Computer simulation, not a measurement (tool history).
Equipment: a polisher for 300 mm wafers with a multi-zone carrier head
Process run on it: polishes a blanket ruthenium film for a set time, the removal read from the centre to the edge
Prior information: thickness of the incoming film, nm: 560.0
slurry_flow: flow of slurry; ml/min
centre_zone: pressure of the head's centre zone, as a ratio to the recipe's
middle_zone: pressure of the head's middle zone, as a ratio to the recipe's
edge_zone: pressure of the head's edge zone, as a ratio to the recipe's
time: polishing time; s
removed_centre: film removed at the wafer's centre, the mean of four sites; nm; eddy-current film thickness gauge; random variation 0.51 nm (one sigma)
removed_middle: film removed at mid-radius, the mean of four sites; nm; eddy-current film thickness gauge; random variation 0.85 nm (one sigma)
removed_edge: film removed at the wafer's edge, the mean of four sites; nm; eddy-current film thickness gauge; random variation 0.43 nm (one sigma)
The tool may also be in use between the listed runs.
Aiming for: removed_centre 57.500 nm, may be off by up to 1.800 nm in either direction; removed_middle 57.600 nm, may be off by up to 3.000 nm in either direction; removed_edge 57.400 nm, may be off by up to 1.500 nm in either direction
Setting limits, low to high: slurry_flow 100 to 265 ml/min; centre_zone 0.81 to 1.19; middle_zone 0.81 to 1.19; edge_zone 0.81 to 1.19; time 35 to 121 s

run,hour,slurry_flow,centre_zone,middle_zone,edge_zone,time,removed_centre,removed_middle,removed_edge
1,0.0,170,1.00,1.00,1.00,78,69.942,69.277,68.304
2,5.8,170,1.00,0.94,1.00,78,69.694,66.892,67.465
3,8.9,160,0.98,0.92,0.97,77,66.999,65.141,65.108
4,10.9,160,1.03,0.92,0.97,77,69.143,61.981,65.630
5,12.5,150,1.01,0.91,0.95,76,68.089,60.169,63.485
6,17.9,150,1.01,0.91,0.95,94,82.816,75.569,77.776
7,20.9,145,0.98,0.90,0.93,90,76.159,71.059,73.072
8,27.0,140,0.96,0.90,0.91,87,73.554,69.662,70.652
9,33.0,135,0.94,0.89,0.90,84,67.612,65.929,67.376
10,34.4,135,0.93,0.89,0.89,82,66.439,61.986,65.058
11,42.9,135,0.92,0.90,0.88,80,63.555,63.164,63.183
12,47.6,130,0.91,0.90,0.87,79,62.034,61.345,61.443
13,49.5,125,0.90,0.90,0.86,79,60.754,60.839,60.603
14,53.1,120,0.90,0.90,0.85,79,59.285,61.563,60.251
15,58.4,115,0.92,0.86,0.82,76,57.676,54.485,57.174

Which of these 4 next moves meets every target?
A,63.7,105,0.90,0.90,0.82,79,?,?,?
B,63.7,110,0.95,0.84,0.83,76,?,?,?
C,63.7,100,0.96,0.82,0.87,76,?,?,?
D,63.7,130,0.90,0.82,0.84,73,?,?,?

move,removed_centre,removed_middle,removed_edge
A,57.351,56.761,57.367
B,58.306,52.354,56.096
C,56.617,49.724,56.089
D,56.897,51.702,55.986
A: hits every target within its allowed miss
B: misses by more than the last run did
C: misses by more than the last run did
D: misses by more than the last run did
Correct choice: A, which meets every target
